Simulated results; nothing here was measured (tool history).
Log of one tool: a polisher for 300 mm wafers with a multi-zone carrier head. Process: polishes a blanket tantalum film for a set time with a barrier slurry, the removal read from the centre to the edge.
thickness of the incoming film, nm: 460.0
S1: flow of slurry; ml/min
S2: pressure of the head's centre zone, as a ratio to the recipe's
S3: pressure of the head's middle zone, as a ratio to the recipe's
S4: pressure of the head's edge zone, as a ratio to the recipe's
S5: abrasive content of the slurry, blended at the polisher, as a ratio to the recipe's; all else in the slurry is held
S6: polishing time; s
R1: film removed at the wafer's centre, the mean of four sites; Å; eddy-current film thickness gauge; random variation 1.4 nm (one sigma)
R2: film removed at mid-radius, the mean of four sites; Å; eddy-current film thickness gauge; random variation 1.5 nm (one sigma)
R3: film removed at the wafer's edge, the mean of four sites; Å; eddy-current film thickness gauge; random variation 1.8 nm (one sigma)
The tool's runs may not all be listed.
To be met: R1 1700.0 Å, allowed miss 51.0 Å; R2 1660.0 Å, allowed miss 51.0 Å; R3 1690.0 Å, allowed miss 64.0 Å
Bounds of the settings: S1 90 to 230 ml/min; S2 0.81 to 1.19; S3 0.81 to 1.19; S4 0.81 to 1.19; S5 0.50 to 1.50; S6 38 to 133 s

run  hour   S1    S2    S3    S4    S5  S6      R1      R2      R3
  1   0.0  150  1.00  1.00  1.00  1.00  85  1319.8  1198.3  1236.0
  2   7.6  155  1.00  1.02  1.03  1.10  86  1370.9  1255.3  1309.9
  3  11.5  155  1.00  1.02  0.96  1.10  86  1360.7  1254.1  1268.1
  4  14.4  155  0.96  1.02  0.96  1.10  86  1323.2  1258.7  1250.2
  5  16.8  155  0.96  1.07  0.96  1.10  86  1323.9  1321.7  1242.1
  6  24.1  155  0.89  1.07  0.96  1.10  86  1237.9  1312.4  1287.5
  7  29.0  165  0.91  1.08  1.00  1.20  87  1342.5  1380.0  1349.1
  8  33.8  170  0.92  1.09  1.03  1.25  88  1369.0  1399.2  1407.0
  9  41.1  205  1.02  1.17  1.09  1.50  95  1745.0  1721.3  1609.6
 10  46.2  205  1.02  1.17  1.09  1.50  95  1773.8  1715.1  1619.9
 11  53.0  200  1.01  1.16  1.10  1.50  95  1723.2  1688.6  1653.2

Which of these 5 next moves meets every target?
  A  59.8  195  1.00  1.13  1.15  1.50  95   ?   ?   ?
  B  59.8  190  0.96  1.18  1.18  1.50  93   ?   ?   ?
  C  59.8  220  1.05  1.19  1.12  1.50  91   ?   ?   ?
  D  59.8  185  1.07  1.13  1.10  1.50  93   ?   ?   ?
  E  59.8  230  0.98  1.19  1.01  1.50  95   ?   ?   ?

move      R1      R2      R3
   A  1712.7  1674.6  1660.5
   B  1603.5  1692.2  1642.0
   C  1754.5  1699.8  1586.7
   D  1779.1  1626.5  1580.2
   E  1719.9  1785.3  1579.8
A: meets every target
B: brings the result that was furthest off to its target, and leaves another outside
C: further off than the last run
D: further off than the last run
E: further off than the last run
Answer: A
